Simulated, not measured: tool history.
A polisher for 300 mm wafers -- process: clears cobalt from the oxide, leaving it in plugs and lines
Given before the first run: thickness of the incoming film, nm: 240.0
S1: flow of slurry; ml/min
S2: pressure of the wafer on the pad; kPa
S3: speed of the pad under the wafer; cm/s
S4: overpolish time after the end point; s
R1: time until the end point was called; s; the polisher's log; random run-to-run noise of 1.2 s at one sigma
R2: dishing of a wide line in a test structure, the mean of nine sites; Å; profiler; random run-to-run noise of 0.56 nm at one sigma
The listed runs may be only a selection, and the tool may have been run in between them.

| run | hour | S1 | S2 | S3 | S4 | R1 | R2 |
|---|---|---|---|---|---|---|---|
| 1 | 0 | 165 | 12.4 | 116 | 22 | 43.849 | 583.33 |
| 2 | 0.8 | 165 | 12.4 | 116 | 26 | 43.466 | 607.48 |
| 3 | 7.3 | 160 | 10.3 | 106 | 20 | 57.532 | 482.95 |
| 4 | 8.7 | 135 | 10.3 | 106 | 20 | 60.554 | 476.82 |
| 5 | 10.4 | 155 | 10.3 | 106 | 20 | 58.365 | 478.77 |
| 6 | 14.5 | 155 | 10.3 | 78 | 20 | 77.57 | 401.84 |
| 7 | 19.4 | 170 | 9.7 | 76 | 16 | 83.021 | 320.31 |
| 8 | 26.4 | 165 | 9 | 76 | 15 | 90.164 | 297.11 |

Predict the results of run 9:
| 9 | 29 | 160 | 8.3 | 76 | 14 | ? | ? |

Run 9 gave R1 95.957 s, R2 264.29 Å.
